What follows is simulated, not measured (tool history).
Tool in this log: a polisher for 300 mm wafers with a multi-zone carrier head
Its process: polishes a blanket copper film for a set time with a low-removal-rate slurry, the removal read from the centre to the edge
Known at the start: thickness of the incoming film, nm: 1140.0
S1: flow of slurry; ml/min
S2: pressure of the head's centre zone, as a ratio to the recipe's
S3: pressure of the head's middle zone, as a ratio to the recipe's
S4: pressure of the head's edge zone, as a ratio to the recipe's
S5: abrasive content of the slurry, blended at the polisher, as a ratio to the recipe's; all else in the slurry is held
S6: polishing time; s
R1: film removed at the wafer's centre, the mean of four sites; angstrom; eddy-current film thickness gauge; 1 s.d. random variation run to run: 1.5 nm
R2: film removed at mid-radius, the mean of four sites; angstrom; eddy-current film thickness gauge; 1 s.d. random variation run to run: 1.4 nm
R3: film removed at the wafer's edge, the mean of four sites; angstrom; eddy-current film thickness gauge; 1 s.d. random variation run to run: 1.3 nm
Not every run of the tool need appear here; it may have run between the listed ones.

{"run": 1, "hour": 0.0, "S1": 280, "S2": 1, "S3": 1, "S4": 1, "S5": 1, "S6": 80, "R1": 1711.4, "R2": 1750.3, "R3": 1741.8}
{"run": 2, "hour": 1.6, "S1": 255, "S2": 1, "S3": 1, "S4": 1, "S5": 1, "S6": 80, "R1": 1702.6, "R2": 1743.6, "R3": 1750.7}
{"run": 3, "hour": 6.8, "S1": 255, "S2": 1, "S3": 1, "S4": 0.91, "S5": 1, "S6": 80, "R1": 1695.5, "R2": 1682.5, "R3": 1656.8}
{"run": 4, "hour": 15.0, "S1": 260, "S2": 1, "S3": 1, "S4": 0.9, "S5": 0.9, "S6": 73, "R1": 1514.5, "R2": 1563.6, "R3": 1470.7}
{"run": 5, "hour": 20.5, "S1": 285, "S2": 1, "S3": 1, "S4": 0.9, "S5": 0.9, "S6": 73, "R1": 1530.3, "R2": 1562.1, "R3": 1486.7}
{"run": 6, "hour": 26.1, "S1": 285, "S2": 1, "S3": 1, "S4": 0.9, "S5": 0.9, "S6": 85, "R1": 1788.9, "R2": 1828.8, "R3": 1783.6}
{"run": 7, "hour": 29.0, "S1": 285, "S2": 1, "S3": 1, "S4": 0.9, "S5": 0.9, "S6": 85, "R1": 1786.6, "R2": 1831.5, "R3": 1725.5}
{"run": 8, "hour": 36.0, "S1": 280, "S2": 1, "S3": 0.97, "S4": 0.88, "S5": 0.8, "S6": 77, "R1": 1556.7, "R2": 1543.8, "R3": 1524.1}

Run 9 has not been measured yet. What should we expect?
{"run": 9, "hour": 43.2, "S1": 280, "S2": 1.01, "S3": 0.97, "S4": 0.87, "S5": 0.75, "S6": 72, "R1": "?", "R2": "?", "R3": "?"}

Run 9 measured R1 1405.8 angstrom, R2 1437 angstrom, R3 1411.7 angstrom.
